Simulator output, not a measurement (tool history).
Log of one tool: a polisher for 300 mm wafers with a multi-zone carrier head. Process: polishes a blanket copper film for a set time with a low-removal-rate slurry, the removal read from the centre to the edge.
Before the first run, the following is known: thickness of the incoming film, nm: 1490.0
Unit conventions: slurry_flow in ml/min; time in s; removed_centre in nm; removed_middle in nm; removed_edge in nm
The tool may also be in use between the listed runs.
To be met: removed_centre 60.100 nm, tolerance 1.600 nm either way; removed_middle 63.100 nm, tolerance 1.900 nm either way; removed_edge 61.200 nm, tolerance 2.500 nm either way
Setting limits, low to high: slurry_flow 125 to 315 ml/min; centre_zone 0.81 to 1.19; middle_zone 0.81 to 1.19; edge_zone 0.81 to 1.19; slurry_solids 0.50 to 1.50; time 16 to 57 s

| run | hour | slurry_flow | centre_zone | middle_zone | edge_zone | slurry_solids | time | removed_centre | removed_middle | removed_edge |
|---|---|---|---|---|---|---|---|---|---|---|
| 1 | 0.0 | 205 | 1.00 | 1.00 | 1.00 | 1.00 | 36 | 65.466 | 67.073 | 67.134 |
| 2 | 1.2 | 200 | 1.00 | 1.00 | 0.99 | 1.00 | 36 | 64.962 | 65.919 | 67.104 |
| 3 | 5.9 | 200 | 0.96 | 1.00 | 0.99 | 1.00 | 36 | 62.329 | 66.711 | 64.847 |
| 4 | 11.7 | 240 | 0.96 | 1.00 | 0.99 | 1.00 | 36 | 64.800 | 67.834 | 67.673 |
| 5 | 19.6 | 240 | 0.88 | 1.00 | 0.99 | 1.00 | 36 | 59.447 | 68.229 | 67.565 |
| 6 | 23.8 | 240 | 0.95 | 1.00 | 0.99 | 1.00 | 36 | 64.155 | 67.452 | 66.894 |
| 7 | 26.4 | 235 | 0.95 | 1.00 | 0.98 | 1.00 | 36 | 63.694 | 68.092 | 67.187 |
| 8 | 33.4 | 230 | 0.95 | 0.99 | 0.97 | 1.00 | 36 | 64.072 | 66.538 | 67.777 |
| 9 | 34.1 | 225 | 0.96 | 1.00 | 0.97 | 0.95 | 36 | 62.223 | 67.410 | 64.157 |
| 10 | 38.1 | 190 | 0.96 | 0.95 | 0.94 | 0.90 | 36 | 60.034 | 61.698 | 64.243 |
| 11 | 42.9 | 190 | 0.96 | 0.95 | 0.93 | 0.90 | 36 | 60.250 | 60.626 | 62.545 |

Exercise: of the 5 proposed moves below, exactly one satisfies all targets within the stated allowed misses. Which move is it?
| A | 47.7 | 210 | 0.93 | 0.86 | 1.00 | 0.90 | 36 | ? | ? | ? |
| B | 47.7 | 165 | 0.98 | 0.82 | 0.94 | 1.05 | 38 | ? | ? | ? |
| C | 47.7 | 210 | 1.00 | 0.90 | 0.88 | 0.85 | 36 | ? | ? | ? |
| D | 47.7 | 140 | 1.03 | 1.07 | 0.98 | 0.95 | 35 | ? | ? | ? |
| E | 47.7 | 220 | 1.04 | 0.91 | 0.90 | 0.75 | 37 | ? | ? | ? |

| move | removed_centre | removed_middle | removed_edge |
|---|---|---|---|
| A | 59.338 | 56.835 | 66.436 |
| B | 65.406 | 57.458 | 68.618 |
| C | 62.971 | 58.177 | 61.673 |
| D | 59.422 | 62.170 | 61.089 |
| E | 65.790 | 58.899 | 62.405 |
A: further off than the last run
B: further off than the last run
C: further off than the last run
D: each result inside its tolerance
E: further off than the last run
The right move is D.

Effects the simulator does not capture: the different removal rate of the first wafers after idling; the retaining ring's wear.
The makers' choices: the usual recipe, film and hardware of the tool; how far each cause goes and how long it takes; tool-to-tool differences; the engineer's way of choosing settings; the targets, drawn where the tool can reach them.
